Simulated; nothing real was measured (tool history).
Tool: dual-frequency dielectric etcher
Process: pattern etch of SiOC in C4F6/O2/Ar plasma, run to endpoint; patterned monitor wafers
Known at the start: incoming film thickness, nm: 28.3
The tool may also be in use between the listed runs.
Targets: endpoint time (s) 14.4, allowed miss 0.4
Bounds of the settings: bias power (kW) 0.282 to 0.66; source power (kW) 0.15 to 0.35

Run 1, hour 0: bias power (kW) 0.471, source power (kW) 0.25. Result: endpoint time (s) 12.494.
Run 2, hour 6.8: bias power (kW) 0.441, source power (kW) 0.24. Result: endpoint time (s) 12.994.
Run 3, hour 10.9: bias power (kW) 0.441, source power (kW) 0.25. Result: endpoint time (s) 12.692.
Run 4, hour 12.3: bias power (kW) 0.496, source power (kW) 0.25. Result: endpoint time (s) 12.364.
Run 5, hour 18.9: bias power (kW) 0.466, source power (kW) 0.24. Result: endpoint time (s) 12.653.
Run 6, hour 25.6: bias power (kW) 0.435, source power (kW) 0.23. Result: endpoint time (s) 13.291.
Run 7, hour 27: bias power (kW) 0.418, source power (kW) 0.23. Result: endpoint time (s) 13.519.
Run 8, hour 29.6: bias power (kW) 0.405, source power (kW) 0.23. Result: endpoint time (s) 13.534.
Run 9, hour 32.8: bias power (kW) 0.334, source power (kW) 0.21. Result: endpoint time (s) 15.134.
Run 10, hour 35.6: bias power (kW) 0.344, source power (kW) 0.21. Result: endpoint time (s) 14.913.
Run 11, hour 36.6: bias power (kW) 0.351, source power (kW) 0.21. Result: endpoint time (s) 14.857.
Run 12, hour 38.1: bias power (kW) 0.357, source power (kW) 0.21. Result: endpoint time (s) 14.851.

Which of these 4 next moves meets every target?
Run A, hour 39.6: bias power (kW) 0.361, source power (kW) 0.18. Result: endpoint time (s) ?.
Run B, hour 39.6: bias power (kW) 0.335, source power (kW) 0.21. Result: endpoint time (s) ?.
Run C, hour 39.6: bias power (kW) 0.406, source power (kW) 0.2. Result: endpoint time (s) ?.
Run D, hour 39.6: bias power (kW) 0.37, source power (kW) 0.19. Result: endpoint time (s) ?.

move  endpoint time (s)
   A             15.487
   B             15.063
   C             14.239
   D             15.041
A: further off than the last run
B: further off than the last run
C: meets every target
D: further off than the last run
Move C is the one to make.

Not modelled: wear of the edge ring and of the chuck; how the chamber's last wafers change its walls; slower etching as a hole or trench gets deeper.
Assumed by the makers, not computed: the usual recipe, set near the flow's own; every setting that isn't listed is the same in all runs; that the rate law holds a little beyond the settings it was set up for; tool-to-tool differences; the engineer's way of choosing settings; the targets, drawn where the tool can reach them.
